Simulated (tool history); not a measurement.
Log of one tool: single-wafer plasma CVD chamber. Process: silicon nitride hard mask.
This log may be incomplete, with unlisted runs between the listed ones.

| run | day | heater temperature setpoint (K) | chamber pressure (mTorr) | RF power (kW) | deposition time (s) | mean film thickness on the monitor wafer (angstrom) |
|---|---|---|---|---|---|---|
| 1 | 0 | 663.15 | 1390 | 0.285 | 33.7 | 346.85 |
| 2 | 0.25 | 663.15 | 1390 | 0.26 | 33.7 | 329.69 |
| 3 | 0.625 | 663.15 | 1270 | 0.245 | 33.7 | 309.63 |
| 4 | 0.808 | 663.15 | 1270 | 0.21 | 33.7 | 290.07 |
| 5 | 0.904 | 663.15 | 1270 | 0.21 | 33.7 | 289.83 |
| 6 | 1.238 | 663.15 | 1180 | 0.205 | 33.7 | 279.91 |

For run 7, what comes out?
| 7 | 1.592 | 664.15 | 900 | 0.195 | 33.7 | ? |

mean film thickness on the monitor wafer (angstrom): 242.02
